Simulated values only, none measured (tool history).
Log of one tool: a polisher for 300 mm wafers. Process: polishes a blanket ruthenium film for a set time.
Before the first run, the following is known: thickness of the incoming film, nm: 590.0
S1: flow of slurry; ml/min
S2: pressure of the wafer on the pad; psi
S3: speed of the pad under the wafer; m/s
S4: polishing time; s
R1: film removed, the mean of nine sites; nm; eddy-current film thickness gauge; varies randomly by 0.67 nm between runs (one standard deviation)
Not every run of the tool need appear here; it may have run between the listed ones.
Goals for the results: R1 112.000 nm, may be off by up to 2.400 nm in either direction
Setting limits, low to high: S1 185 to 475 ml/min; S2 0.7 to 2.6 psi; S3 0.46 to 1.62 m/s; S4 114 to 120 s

run	hour	S1	S2	S3	S4	R1
1	0.0	305	1.6	1.04	114	121.660
2	8.7	305	1.6	0.86	114	101.780
3	10.8	305	1.4	0.86	114	88.893
4	11.4	305	1.2	0.86	114	77.271
5	13.4	310	1.3	0.86	114	82.849
6	16.2	310	1.3	1.06	114	103.240
7	24.6	315	1.3	1.06	114	102.610
8	31.0	320	1.3	1.06	114	102.620

Pick the move, out of 4, that brings all results within their allowed miss; only one does.
A	37.4	305	1.3	1.04	120	?
B	37.4	255	1.3	1.14	118	?
C	37.4	280	1.4	1.14	114	?
D	37.4	325	1.2	1.18	117	?

move	R1
A	105.310
B	111.020
C	116.450
D	108.130
A: nearer than the last run, and not there yet
B: each result inside its tolerance
C: the result that was furthest off in the last run now lies on the other side of its target
D: nearer than the last run, and not there yet
B is the move that brings every result within its allowed miss.

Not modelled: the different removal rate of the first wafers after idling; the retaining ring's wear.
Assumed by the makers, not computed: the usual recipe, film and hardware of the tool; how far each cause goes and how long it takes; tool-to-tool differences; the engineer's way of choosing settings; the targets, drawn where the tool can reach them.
